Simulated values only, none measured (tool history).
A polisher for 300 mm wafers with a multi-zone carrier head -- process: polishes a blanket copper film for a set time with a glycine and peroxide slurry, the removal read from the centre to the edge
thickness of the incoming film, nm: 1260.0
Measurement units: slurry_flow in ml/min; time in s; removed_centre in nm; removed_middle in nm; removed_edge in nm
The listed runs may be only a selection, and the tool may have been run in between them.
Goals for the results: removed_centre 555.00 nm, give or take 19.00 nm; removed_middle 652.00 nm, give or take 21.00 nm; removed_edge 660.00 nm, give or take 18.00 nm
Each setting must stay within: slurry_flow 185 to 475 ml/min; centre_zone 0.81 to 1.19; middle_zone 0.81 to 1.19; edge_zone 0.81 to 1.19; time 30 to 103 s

run    day  slurry_flow  centre_zone  middle_zone  edge_zone  time  removed_centre  removed_middle  removed_edge
  1  0.000          305         1.00         1.00       1.00    66          434.97          434.44        439.28
  2  0.067          305         1.00         1.00       1.00    59          392.90          387.88        391.48
  3  0.267          305         0.99         1.02       1.03    66          442.51          448.88        449.18
  4  0.600          305         1.06         1.02       1.03    66          462.74          449.25        454.05
  5  0.825          230         1.06         1.02       1.03    66          451.35          433.76        435.52
  6  0.917          230         1.06         0.99       1.03    66          432.94          421.47        436.19
  7  1.208          250         1.02         1.01       1.07    70          457.82          472.78        479.28
  8  1.267          250         1.02         1.01       1.07    70          462.08          454.01        474.01
  9  1.600          270         0.97         1.04       1.10    74          467.04          505.99        509.67
 10  1.946          285         0.96         1.05       1.12    77          485.23          529.97        542.03
 11  2.288          300         0.95         1.06       1.14    79          504.68          555.60        559.95
 12  2.471          300         0.94         1.06       1.15    81          510.04          571.63        583.56
 13  2.629          310         0.93         1.07       1.16    83          513.64          580.06        594.59
 14  2.896          310         0.93         1.08       1.16    85          544.59          603.81        611.17
 15  3.025          310         0.92         1.08       1.17    86          539.47          604.76        628.10
 16  3.229          310         0.91         1.09       1.17    87          533.91          621.63        629.31
 17  3.562          315         0.91         1.09       1.17    88          546.67          634.69        629.63

Which one of the following 4 next-run settings gets every result inside its allowed miss? There is exactly one.
  A  3.896          330         1.00         1.07       1.15    83               ?               ?             ?
  B  3.896          285         0.93         1.17       1.08    87               ?               ?             ?
  C  3.896          400         0.91         1.13       1.12    87               ?               ?             ?
  D  3.896          255         0.91         1.09       1.17    93               ?               ?             ?

move  removed_centre  removed_middle  removed_edge
   A          557.83          586.32        600.79
   B          541.95          654.40        602.49
   C          550.01          654.52        628.36
   D          560.88          650.07        665.38
A: misses by more than the last run did
B: misses by more than the last run did
C: as far off as the last run
D: in spec on every target
Go with D: it meets all targets.
